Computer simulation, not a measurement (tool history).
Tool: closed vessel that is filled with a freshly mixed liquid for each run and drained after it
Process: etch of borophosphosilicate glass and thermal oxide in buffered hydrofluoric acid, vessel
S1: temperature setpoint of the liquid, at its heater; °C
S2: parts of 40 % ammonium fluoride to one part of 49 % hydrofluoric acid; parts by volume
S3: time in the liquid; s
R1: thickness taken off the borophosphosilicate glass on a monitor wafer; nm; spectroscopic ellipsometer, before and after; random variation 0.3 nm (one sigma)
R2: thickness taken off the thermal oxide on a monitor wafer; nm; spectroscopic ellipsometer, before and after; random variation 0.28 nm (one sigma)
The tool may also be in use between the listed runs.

run 1 hour=0 | S1=23 S2=19 S3=75 | R1=44.832 R2=43.395
run 2 hour=1.3 | S1=21 S2=19 S3=75 | R1=40.448 R2=38.587
run 3 hour=9.6 | S1=21 S2=19 S3=55 | R1=29.557 R2=28.828
run 4 hour=15.9 | S1=23.5 S2=18.5 S3=55 | R1=34.727 R2=33.791
run 5 hour=17.2 | S1=23.5 S2=18.5 S3=45 | R1=28.385 R2=27.591
run 6 hour=20.3 | S1=23.5 S2=23.5 S3=45 | R1=23.634 R2=22.959
run 7 hour=22 | S1=25.5 S2=20.5 S3=45 | R1=28.786 R2=28.028
run 8 hour=24.4 | S1=27 S2=17.5 S3=45 | R1=36.318 R2=35.269
run 9 hour=32 | S1=28 S2=16 S3=45 | R1=42.019 R2=40.522

Forecast run 10:
run 10 hour=37.1 | S1=31 S2=13 S3=45 | R1=? R2=?

{"run 10": {"R1": 59.948, "R2": 58.545}}

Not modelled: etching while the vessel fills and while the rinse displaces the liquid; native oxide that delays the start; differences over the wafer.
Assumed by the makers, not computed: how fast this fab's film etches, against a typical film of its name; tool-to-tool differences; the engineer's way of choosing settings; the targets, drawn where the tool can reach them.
